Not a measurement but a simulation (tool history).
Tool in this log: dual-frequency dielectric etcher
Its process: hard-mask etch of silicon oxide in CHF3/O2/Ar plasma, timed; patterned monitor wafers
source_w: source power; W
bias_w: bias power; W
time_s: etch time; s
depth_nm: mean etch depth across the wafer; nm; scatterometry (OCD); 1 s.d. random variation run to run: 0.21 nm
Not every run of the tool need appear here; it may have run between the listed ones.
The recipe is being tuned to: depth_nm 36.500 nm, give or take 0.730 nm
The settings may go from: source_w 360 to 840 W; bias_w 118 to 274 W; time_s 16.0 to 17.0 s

run	hour	source_w	bias_w	time_s	depth_nm
1	0.0	600	196	17.0	32.712
2	7.2	550	196	17.0	30.893
3	15.8	480	196	17.0	28.447
4	18.4	410	196	17.0	26.058
5	22.1	470	198	17.0	28.251
6	23.3	470	224	17.0	29.665
7	30.8	510	225	17.0	31.031
8	32.1	540	226	17.0	32.428
9	33.2	540	226	17.0	31.845
10	35.2	560	227	17.0	32.507
11	37.0	580	228	17.0	33.462
12	39.8	600	229	17.0	33.721
13	46.3	620	230	17.0	34.730
14	50.5	630	230	17.0	35.057
15	57.1	640	230	17.0	34.835
16	62.4	720	237	17.0	37.464
17	64.7	720	237	17.0	37.712
18	66.6	710	237	17.0	37.241

Next run, 5 choices. One meets every target within its allowed miss, the rest don't. Which?
A	68.5	710	213	17.0	?
B	68.5	660	228	16.5	?
C	68.5	720	213	16.5	?
D	68.5	710	237	16.0	?
E	68.5	670	215	17.0	?

move	depth_nm
A	36.198
B	34.543
C	35.380
D	35.155
E	35.249
A: hits every target within its allowed miss
B: takes the result that was furthest off past its target
C: takes the result that was furthest off past its target
D: takes the result that was furthest off past its target
E: takes the result that was furthest off past its target
Move A is the one to make.

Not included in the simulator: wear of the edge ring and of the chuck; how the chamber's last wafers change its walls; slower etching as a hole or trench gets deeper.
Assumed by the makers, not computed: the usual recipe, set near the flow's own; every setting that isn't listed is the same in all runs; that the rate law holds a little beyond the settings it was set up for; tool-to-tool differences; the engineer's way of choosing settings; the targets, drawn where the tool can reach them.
